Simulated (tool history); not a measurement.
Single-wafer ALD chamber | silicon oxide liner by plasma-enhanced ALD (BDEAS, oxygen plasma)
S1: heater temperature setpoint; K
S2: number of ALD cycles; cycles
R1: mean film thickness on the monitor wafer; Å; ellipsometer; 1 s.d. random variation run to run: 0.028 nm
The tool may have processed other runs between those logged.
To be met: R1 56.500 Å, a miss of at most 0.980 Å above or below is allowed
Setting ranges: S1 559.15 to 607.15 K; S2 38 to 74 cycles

Run 1, hour 0.0: S1 583.15 K, S2 56 cycles. Result: R1 45.399 Å.
Run 2, hour 6.1: S1 582.15 K, S2 60 cycles. Result: R1 48.675 Å.
Run 3, hour 6.9: S1 582.15 K, S2 57 cycles. Result: R1 46.639 Å.
Run 4, hour 11.4: S1 579.15 K, S2 61 cycles. Result: R1 49.842 Å.
Run 5, hour 13.4: S1 577.15 K, S2 63 cycles. Result: R1 51.555 Å.
Run 6, hour 20.1: S1 568.15 K, S2 63 cycles. Result: R1 52.822 Å.
Run 7, hour 24.7: S1 567.15 K, S2 64 cycles. Result: R1 53.869 Å.
Run 8, hour 30.6: S1 566.15 K, S2 65 cycles. Result: R1 54.916 Å.

Which single option among these 5 for the next run brings every result within its allowed miss of target? Just one does.
Run A, hour 36.5: S1 559.15 K, S2 65 cycles. Result: R1 ?.
Run B, hour 36.5: S1 565.15 K, S2 63 cycles. Result: R1 ?.
Run C, hour 36.5: S1 577.15 K, S2 73 cycles. Result: R1 ?.
Run D, hour 36.5: S1 567.15 K, S2 64 cycles. Result: R1 ?.
Run E, hour 36.5: S1 565.15 K, S2 69 cycles. Result: R1 ?.

move      R1
   A  56.991
   B  53.939
   C  59.920
   D  54.355
   E  59.076
A: each result inside its tolerance
B: misses by more than the last run did
C: carries the result that was furthest off beyond its target, to the other side
D: misses by more than the last run did
E: carries the result that was furthest off beyond its target, to the other side
So the answer is move A, the one that meets all the targets.
